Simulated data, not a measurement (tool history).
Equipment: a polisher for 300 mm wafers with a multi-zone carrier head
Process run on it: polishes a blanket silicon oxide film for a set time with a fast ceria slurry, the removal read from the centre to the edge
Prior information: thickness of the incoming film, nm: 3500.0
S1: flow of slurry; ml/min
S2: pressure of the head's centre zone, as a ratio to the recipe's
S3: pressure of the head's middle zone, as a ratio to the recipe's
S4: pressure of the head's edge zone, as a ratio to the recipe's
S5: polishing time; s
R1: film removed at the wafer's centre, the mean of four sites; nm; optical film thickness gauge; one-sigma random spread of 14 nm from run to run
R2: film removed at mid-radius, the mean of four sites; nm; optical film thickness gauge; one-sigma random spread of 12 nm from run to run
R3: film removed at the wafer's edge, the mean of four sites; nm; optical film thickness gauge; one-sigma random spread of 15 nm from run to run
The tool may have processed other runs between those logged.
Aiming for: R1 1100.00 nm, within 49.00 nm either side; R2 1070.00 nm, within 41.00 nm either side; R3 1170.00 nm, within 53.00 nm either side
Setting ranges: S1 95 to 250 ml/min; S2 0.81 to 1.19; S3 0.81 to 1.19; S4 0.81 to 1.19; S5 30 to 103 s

run,hour,S1,S2,S3,S4,S5,R1,R2,R3
1,0.0,160,1.00,1.00,1.00,66,768.65,749.88,751.66
2,8.3,180,1.00,1.00,1.00,66,772.69,764.84,783.61
3,13.2,180,1.00,1.00,1.00,54,634.82,609.13,639.75
4,14.1,180,1.00,1.00,1.00,67,776.23,767.42,803.54
5,20.0,180,0.94,1.00,1.00,67,764.24,782.33,786.23
6,24.5,145,0.94,1.00,1.00,67,710.82,740.93,778.45
7,29.9,125,1.04,1.04,1.10,85,944.65,929.58,994.40
8,33.5,140,1.04,1.04,1.11,86,986.11,971.89,1041.10
9,39.2,150,1.04,1.04,1.12,87,1042.60,1001.50,1075.50

Below are 4 possible settings for the next run. Only one of them brings all results inside the allowed miss of their targets. Which is it?
A,44.9,155,1.10,1.13,1.08,84,?,?,?
B,44.9,175,1.19,1.01,1.05,79,?,?,?
C,44.9,130,0.99,0.96,1.03,101,?,?,?
D,44.9,135,0.95,0.83,1.19,95,?,?,?

move,R1,R2,R3
A,1051.10,1049.40,999.12
B,1097.10,917.21,943.61
C,1085.20,1056.60,1143.50
D,988.60,889.07,1166.90
A: the biggest miss grows against the last run
B: the biggest miss grows against the last run
C: every result lands within tolerance
D: gets the furthest-off result to its target, but another result is out of tolerance
Go with C: it meets all targets.

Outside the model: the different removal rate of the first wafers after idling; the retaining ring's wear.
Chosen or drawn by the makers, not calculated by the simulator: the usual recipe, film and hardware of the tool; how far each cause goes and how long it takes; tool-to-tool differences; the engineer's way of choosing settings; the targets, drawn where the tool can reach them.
